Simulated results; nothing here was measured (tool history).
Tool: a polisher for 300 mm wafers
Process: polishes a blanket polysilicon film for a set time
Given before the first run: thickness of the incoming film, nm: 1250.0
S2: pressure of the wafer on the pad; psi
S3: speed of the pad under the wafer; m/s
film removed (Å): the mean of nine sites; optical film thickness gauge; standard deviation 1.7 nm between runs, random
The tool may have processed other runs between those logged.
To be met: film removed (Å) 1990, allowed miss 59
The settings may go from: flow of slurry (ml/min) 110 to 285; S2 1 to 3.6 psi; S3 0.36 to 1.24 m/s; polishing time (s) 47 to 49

run 1 day=0 | flow_of_slurry_(ml/min)=180 S2=2.3 S3=0.8 polishing_time_(s)=47 | film_removed_(Å)=2254.6
run 2 day=0.329 | flow_of_slurry_(ml/min)=210 S2=2.3 S3=0.8 polishing_time_(s)=47 | film_removed_(Å)=2347.4
run 3 day=0.433 | flow_of_slurry_(ml/min)=200 S2=2.3 S3=0.8 polishing_time_(s)=47 | film_removed_(Å)=2336.6
run 4 day=0.483 | flow_of_slurry_(ml/min)=200 S2=2.7 S3=0.8 polishing_time_(s)=47 | film_removed_(Å)=2674.1
run 5 day=0.833 | flow_of_slurry_(ml/min)=200 S2=3.1 S3=0.8 polishing_time_(s)=47 | film_removed_(Å)=3053.9
run 6 day=1.183 | flow_of_slurry_(ml/min)=175 S2=3.1 S3=0.8 polishing_time_(s)=47 | film_removed_(Å)=2978.8
run 7 day=1.229 | flow_of_slurry_(ml/min)=170 S2=2.9 S3=0.8 polishing_time_(s)=47 | film_removed_(Å)=2761.2
run 8 day=1.333 | flow_of_slurry_(ml/min)=165 S2=2.7 S3=0.8 polishing_time_(s)=47 | film_removed_(Å)=2543.9
run 9 day=1.512 | flow_of_slurry_(ml/min)=160 S2=2.6 S3=0.8 polishing_time_(s)=47 | film_removed_(Å)=2452.6
run 10 day=1.883 | flow_of_slurry_(ml/min)=155 S2=2.5 S3=0.8 polishing_time_(s)=47 | film_removed_(Å)=2357.5
run 11 day=2 | flow_of_slurry_(ml/min)=145 S2=2 S3=0.8 polishing_time_(s)=47 | film_removed_(Å)=1838.8
run 12 day=2.104 | flow_of_slurry_(ml/min)=150 S2=2 S3=0.8 polishing_time_(s)=47 | film_removed_(Å)=1873.3
run 13 day=2.133 | flow_of_slurry_(ml/min)=155 S2=2 S3=0.8 polishing_time_(s)=47 | film_removed_(Å)=1910.4
run 14 day=2.462 | flow_of_slurry_(ml/min)=160 S2=2 S3=0.8 polishing_time_(s)=47 | film_removed_(Å)=1911.1
run 15 day=2.838 | flow_of_slurry_(ml/min)=165 S2=2 S3=0.8 polishing_time_(s)=47 | film_removed_(Å)=1925.3

Consider the 5 candidate settings below. Which is the only one whose results all fall within their allowed miss of target?
run A day=3.212 | flow_of_slurry_(ml/min)=165 S2=2.3 S3=0.66 polishing_time_(s)=47 | film_removed_(Å)=?
run B day=3.212 | flow_of_slurry_(ml/min)=190 S2=2 S3=0.76 polishing_time_(s)=47 | film_removed_(Å)=?
run C day=3.212 | flow_of_slurry_(ml/min)=160 S2=1.7 S3=1.04 polishing_time_(s)=49 | film_removed_(Å)=?
run D day=3.212 | flow_of_slurry_(ml/min)=165 S2=1.7 S3=0.94 polishing_time_(s)=49 | film_removed_(Å)=?
run E day=3.212 | flow_of_slurry_(ml/min)=175 S2=2.4 S3=0.62 polishing_time_(s)=47 | film_removed_(Å)=?

move=A film_removed_(Å)=1830.4
move=B film_removed_(Å)=1890.3
move=C film_removed_(Å)=2181.3
move=D film_removed_(Å)=1995.4
move=E film_removed_(Å)=1825.4
A: its largest miss is bigger than the last run's
B: its largest miss is bigger than the last run's
C: takes the biggest miss from the last run beyond its target
D: each result inside its tolerance
E: its largest miss is bigger than the last run's
The right move is D.
